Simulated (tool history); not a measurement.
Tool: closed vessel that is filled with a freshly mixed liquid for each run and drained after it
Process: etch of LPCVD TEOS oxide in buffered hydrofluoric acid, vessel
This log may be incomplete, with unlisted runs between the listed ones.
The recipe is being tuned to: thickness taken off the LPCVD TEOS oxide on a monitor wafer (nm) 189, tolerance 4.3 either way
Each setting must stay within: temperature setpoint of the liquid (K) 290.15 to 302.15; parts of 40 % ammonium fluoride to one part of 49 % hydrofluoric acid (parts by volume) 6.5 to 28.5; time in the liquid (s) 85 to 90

run	hour	temperature setpoint of the liquid (K)	parts of 40 % ammonium fluoride to one part of 49 % hydrofluoric acid (parts by volume)	time in the liquid (s)	thickness taken off the LPCVD TEOS oxide on a monitor wafer (nm)
1	0	294.15	17.5	85	119.16
2	7.4	290.65	17.5	85	97.541
3	10	290.65	20	85	84.922
4	18.4	293.65	19.5	85	103.01
5	27	293.65	15.5	85	128.86
6	32.5	295.15	15.5	85	141.87
7	39.4	299.15	15.5	85	175.43
8	43.2	299.15	15.5	85	174.7

5 next moves are on the table. One of them brings every result within its allowed miss. Which?
A	47	297.15	14.5	85	?
B	47	300.15	15.5	90	?
C	47	302.15	18	90	?
D	47	299.65	15	90	?
E	47	298.15	15	90	?

move	thickness taken off the LPCVD TEOS oxide on a monitor wafer (nm)
A	169.54
B	197.76
C	189.94
D	198.83
E	183.35
A: further off than the last run
B: pushes the last run's worst result past its target
C: in spec on every target
D: pushes the last run's worst result past its target
E: better than the last run, though not everything is in spec
Answer: C

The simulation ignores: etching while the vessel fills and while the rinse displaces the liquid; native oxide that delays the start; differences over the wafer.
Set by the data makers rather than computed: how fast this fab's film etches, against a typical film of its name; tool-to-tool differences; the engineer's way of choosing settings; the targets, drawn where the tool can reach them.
